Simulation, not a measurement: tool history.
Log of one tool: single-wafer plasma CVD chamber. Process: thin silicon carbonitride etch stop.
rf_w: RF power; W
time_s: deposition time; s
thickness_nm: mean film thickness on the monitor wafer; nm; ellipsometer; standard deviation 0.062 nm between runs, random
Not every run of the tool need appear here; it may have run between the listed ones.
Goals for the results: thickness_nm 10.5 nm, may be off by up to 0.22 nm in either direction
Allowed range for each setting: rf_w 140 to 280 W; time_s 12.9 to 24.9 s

run	hour	rf_w	time_s	thickness_nm
1	0	210	18.9	11.793
2	7.6	200	18.6	11.392
3	9.2	190	18.5	11.238
4	11.8	210	18.5	11.579
5	15.2	200	18.3	11.204
6	19.1	195	18.2	11.033
7	23.1	190	18.1	10.944
8	31	185	18	10.86
9	34.2	180	17.9	10.756
10	35.3	180	17.9	10.686

Of the 5 settings listed for the next run, only one would bring every result within its allowed miss of target. Which one?
A	36.4	190	18.3	?
B	36.4	200	17.1	?
C	36.4	195	18.3	?
D	36.4	190	18.6	?
E	36.4	200	17.9	?

move	thickness_nm
A	11.162
B	10.559
C	11.232
D	11.345
E	11.053
A: the biggest miss grows against the last run
B: every result lands within tolerance
C: the biggest miss grows against the last run
D: the biggest miss grows against the last run
E: the biggest miss grows against the last run
The move that meets every target is B.
